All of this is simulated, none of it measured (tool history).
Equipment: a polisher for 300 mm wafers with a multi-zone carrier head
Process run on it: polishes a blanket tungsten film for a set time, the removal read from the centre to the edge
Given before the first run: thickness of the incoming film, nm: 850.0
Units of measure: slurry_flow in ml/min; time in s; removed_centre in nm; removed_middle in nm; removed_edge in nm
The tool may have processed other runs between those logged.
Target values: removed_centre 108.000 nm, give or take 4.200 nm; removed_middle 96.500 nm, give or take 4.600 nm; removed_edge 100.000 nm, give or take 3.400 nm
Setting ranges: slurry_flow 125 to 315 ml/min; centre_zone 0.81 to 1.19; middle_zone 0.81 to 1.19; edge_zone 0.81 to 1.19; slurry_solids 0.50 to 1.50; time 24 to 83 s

Run 1, hour 0.0: slurry_flow 205 ml/min, centre_zone 1.00, middle_zone 1.00, edge_zone 1.00, slurry_solids 1.00, time 53 s. Result: removed_centre 178.510 nm, removed_middle 175.220 nm, removed_edge 177.570 nm.
Run 2, hour 8.2: slurry_flow 205 ml/min, centre_zone 1.04, middle_zone 1.00, edge_zone 1.00, slurry_solids 1.00, time 53 s. Result: removed_centre 179.950 nm, removed_middle 173.700 nm, removed_edge 174.870 nm.
Run 3, hour 16.7: slurry_flow 185 ml/min, centre_zone 1.04, middle_zone 1.00, edge_zone 1.00, slurry_solids 1.00, time 53 s. Result: removed_centre 176.840 nm, removed_middle 169.690 nm, removed_edge 175.260 nm.
Run 4, hour 24.2: slurry_flow 225 ml/min, centre_zone 1.04, middle_zone 1.00, edge_zone 1.00, slurry_solids 1.00, time 53 s. Result: removed_centre 185.040 nm, removed_middle 179.940 nm, removed_edge 179.350 nm.
Run 5, hour 26.9: slurry_flow 225 ml/min, centre_zone 1.04, middle_zone 1.00, edge_zone 1.00, slurry_solids 1.00, time 67 s. Result: removed_centre 235.860 nm, removed_middle 229.530 nm, removed_edge 227.620 nm.
Run 6, hour 27.4: slurry_flow 225 ml/min, centre_zone 1.04, middle_zone 1.00, edge_zone 1.06, slurry_solids 1.00, time 67 s. Result: removed_centre 236.210 nm, removed_middle 226.560 nm, removed_edge 232.330 nm.
Run 7, hour 31.9: slurry_flow 220 ml/min, centre_zone 1.05, middle_zone 0.99, edge_zone 1.03, slurry_solids 0.85, time 55 s. Result: removed_centre 185.470 nm, removed_middle 176.360 nm, removed_edge 177.390 nm.
Run 8, hour 38.9: slurry_flow 200 ml/min, centre_zone 1.02, middle_zone 0.89, edge_zone 0.93, slurry_solids 0.60, time 40 s. Result: removed_centre 116.490 nm, removed_middle 103.690 nm, removed_edge 111.400 nm.
Run 9, hour 40.5: slurry_flow 195 ml/min, centre_zone 1.02, middle_zone 0.89, edge_zone 0.90, slurry_solids 0.55, time 40 s. Result: removed_centre 111.170 nm, removed_middle 101.140 nm, removed_edge 105.420 nm.
Run 10, hour 44.6: slurry_flow 190 ml/min, centre_zone 1.02, middle_zone 0.88, edge_zone 0.89, slurry_solids 0.55, time 40 s. Result: removed_centre 109.630 nm, removed_middle 98.542 nm, removed_edge 104.830 nm.
Run 11, hour 47.2: slurry_flow 190 ml/min, centre_zone 1.03, middle_zone 0.88, edge_zone 0.87, slurry_solids 0.55, time 40 s. Result: removed_centre 115.380 nm, removed_middle 97.871 nm, removed_edge 105.770 nm.
Run 12, hour 53.0: slurry_flow 170 ml/min, centre_zone 1.00, middle_zone 0.92, edge_zone 0.83, slurry_solids 0.50, time 39 s. Result: removed_centre 103.300 nm, removed_middle 94.583 nm, removed_edge 94.299 nm.
Run 13, hour 61.4: slurry_flow 180 ml/min, centre_zone 1.00, middle_zone 0.91, edge_zone 0.84, slurry_solids 0.50, time 39 s. Result: removed_centre 103.660 nm, removed_middle 95.400 nm, removed_edge 96.979 nm.

Which one of the following 4 next-run settings gets every result inside its allowed miss? There is exactly one.
Run A, hour 69.8: slurry_flow 215 ml/min, centre_zone 1.05, middle_zone 0.84, edge_zone 0.93, slurry_solids 0.50, time 38 s. Result: removed_centre ?, removed_middle ?, removed_edge ?.
Run B, hour 69.8: slurry_flow 205 ml/min, centre_zone 0.99, middle_zone 0.86, edge_zone 0.82, slurry_solids 0.65, time 37 s. Result: removed_centre ?, removed_middle ?, removed_edge ?.
Run C, hour 69.8: slurry_flow 155 ml/min, centre_zone 0.91, middle_zone 0.81, edge_zone 0.99, slurry_solids 0.75, time 37 s. Result: removed_centre ?, removed_middle ?, removed_edge ?.
Run D, hour 69.8: slurry_flow 160 ml/min, centre_zone 0.94, middle_zone 0.85, edge_zone 0.90, slurry_solids 0.50, time 41 s. Result: removed_centre ?, removed_middle ?, removed_edge ?.

move  removed_centre  removed_middle  removed_edge
   A         109.270          90.706        99.974
   B         108.050          97.145        99.318
   C          97.768          91.750       108.970
   D          99.509          93.901       102.270
A: the worst result of the last run now meets its target, but another is out of spec
B: in spec on every target
C: further off than the last run
D: further off than the last run
The move that meets every target is B.

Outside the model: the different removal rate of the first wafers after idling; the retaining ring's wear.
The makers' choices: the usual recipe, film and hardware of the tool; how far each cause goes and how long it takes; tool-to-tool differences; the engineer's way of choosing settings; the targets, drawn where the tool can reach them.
